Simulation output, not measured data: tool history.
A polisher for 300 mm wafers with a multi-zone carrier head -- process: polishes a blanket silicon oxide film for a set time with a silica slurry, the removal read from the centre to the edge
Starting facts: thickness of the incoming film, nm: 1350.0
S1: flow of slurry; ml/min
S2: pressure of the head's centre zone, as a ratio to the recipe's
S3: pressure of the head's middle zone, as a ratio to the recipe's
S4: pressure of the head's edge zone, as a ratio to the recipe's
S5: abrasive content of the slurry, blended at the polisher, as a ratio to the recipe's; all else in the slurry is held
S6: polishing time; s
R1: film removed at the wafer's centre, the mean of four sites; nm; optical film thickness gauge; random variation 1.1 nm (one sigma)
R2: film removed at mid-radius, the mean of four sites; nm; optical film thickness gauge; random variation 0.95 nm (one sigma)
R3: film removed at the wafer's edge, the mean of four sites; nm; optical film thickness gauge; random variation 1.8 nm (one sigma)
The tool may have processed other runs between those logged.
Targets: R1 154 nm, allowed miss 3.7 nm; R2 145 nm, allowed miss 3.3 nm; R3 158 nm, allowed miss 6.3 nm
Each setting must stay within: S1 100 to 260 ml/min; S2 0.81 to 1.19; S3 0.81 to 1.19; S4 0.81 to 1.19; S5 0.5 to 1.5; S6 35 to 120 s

Run 1, hour 0: S1 165 ml/min, S2 1, S3 1, S4 1, S5 1, S6 77 s. Result: R1 285.92 nm, R2 278.85 nm, R3 279.56 nm.
Run 2, hour 9: S1 165 ml/min, S2 1, S3 1, S4 1, S5 1.2, S6 77 s. Result: R1 319.74 nm, R2 308.74 nm, R3 308.83 nm.
Run 3, hour 17: S1 165 ml/min, S2 1, S3 1, S4 1, S5 1.35, S6 77 s. Result: R1 337.85 nm, R2 327.52 nm, R3 327.46 nm.
Run 4, hour 20.8: S1 155 ml/min, S2 0.97, S3 0.96, S4 0.96, S5 1.15, S6 72 s. Result: R1 279.49 nm, R2 272.45 nm, R3 281.54 nm.
Run 5, hour 28.3: S1 155 ml/min, S2 0.97, S3 0.96, S4 0.96, S5 1.15, S6 88 s. Result: R1 344.6 nm, R2 335.19 nm, R3 335.69 nm.
Run 6, hour 30.4: S1 150 ml/min, S2 0.97, S3 0.94, S4 0.93, S5 1, S6 79 s. Result: R1 279.97 nm, R2 268.22 nm, R3 273.98 nm.
At hour 34.1: worn pad replaced by a new one.
Run 7, hour 34.1: S1 140 ml/min, S2 0.96, S3 0.92, S4 0.9, S5 0.85, S6 74 s. Result: R1 256.45 nm, R2 239.76 nm, R3 248.94 nm.
Run 8, hour 36.3: S1 140 ml/min, S2 0.95, S3 0.91, S4 0.89, S5 0.75, S6 67 s. Result: R1 205.3 nm, R2 193.53 nm, R3 203.68 nm.
Run 9, hour 42.1: S1 145 ml/min, S2 0.94, S3 0.9, S4 0.88, S5 0.7, S6 65 s. Result: R1 186.53 nm, R2 176.13 nm, R3 183.72 nm.
Run 10, hour 45.9: S1 135 ml/min, S2 0.86, S3 0.81, S4 0.83, S5 0.6, S6 65 s. Result: R1 141.64 nm, R2 135.14 nm, R3 149.51 nm.
Run 11, hour 53.1: S1 135 ml/min, S2 0.86, S3 0.81, S4 0.83, S5 0.6, S6 65 s. Result: R1 142.26 nm, R2 135.28 nm, R3 151.06 nm.
Run 12, hour 53.9: S1 150 ml/min, S2 0.86, S3 0.81, S4 0.83, S5 0.6, S6 65 s. Result: R1 146.47 nm, R2 136.72 nm, R3 150.45 nm.
Run 13, hour 56.8: S1 155 ml/min, S2 0.86, S3 0.82, S4 0.84, S5 0.6, S6 65 s. Result: R1 145.42 nm, R2 138.59 nm, R3 149.62 nm.
Run 14, hour 59.6: S1 155 ml/min, S2 0.87, S3 0.82, S4 0.85, S5 0.6, S6 65 s. Result: R1 144.88 nm, R2 138.74 nm, R3 153.59 nm.
Run 15, hour 64.6: S1 155 ml/min, S2 0.88, S3 0.83, S4 0.85, S5 0.6, S6 65 s. Result: R1 147.31 nm, R2 141.03 nm, R3 153.04 nm.
Run 16, hour 68.1: S1 150 ml/min, S2 0.89, S3 0.83, S4 0.85, S5 0.6, S6 65 s. Result: R1 148.51 nm, R2 140.64 nm, R3 152.26 nm.
Run 17, hour 71.9: S1 145 ml/min, S2 0.9, S3 0.83, S4 0.86, S5 0.6, S6 65 s. Result: R1 149.27 nm, R2 138.5 nm, R3 155.75 nm.

Which one of the following 5 next-run settings gets every result inside its allowed miss? There is exactly one.
Run A, hour 75.7: S1 105 ml/min, S2 0.87, S3 0.86, S4 0.89, S5 0.6, S6 66 s. Result: R1 ?, R2 ?, R3 ?.
Run B, hour 75.7: S1 155 ml/min, S2 0.91, S3 0.82, S4 0.88, S5 0.55, S6 71 s. Result: R1 ?, R2 ?, R3 ?.
Run C, hour 75.7: S1 175 ml/min, S2 0.87, S3 0.85, S4 0.87, S5 0.65, S6 57 s. Result: R1 ?, R2 ?, R3 ?.
Run D, hour 75.7: S1 160 ml/min, S2 0.89, S3 0.84, S4 0.85, S5 0.65, S6 61 s. Result: R1 ?, R2 ?, R3 ?.
Run E, hour 75.7: S1 105 ml/min, S2 0.86, S3 0.87, S4 0.9, S5 0.55, S6 78 s. Result: R1 ?, R2 ?, R3 ?.

move      R1      R2      R3
   A   140.7  139.21  153.88
   B  150.25   135.6  152.68
   C   144.6  140.35   151.9
   D   156.3  147.05  159.56
   E  146.43  147.98  162.82
A: moves away from the targets compared with the last run
B: moves away from the targets compared with the last run
C: moves away from the targets compared with the last run
D: all results land within tolerance of their targets
E: gets the furthest-off result to its target, but another result is out of tolerance
So the answer is move D, the one that meets all the targets.
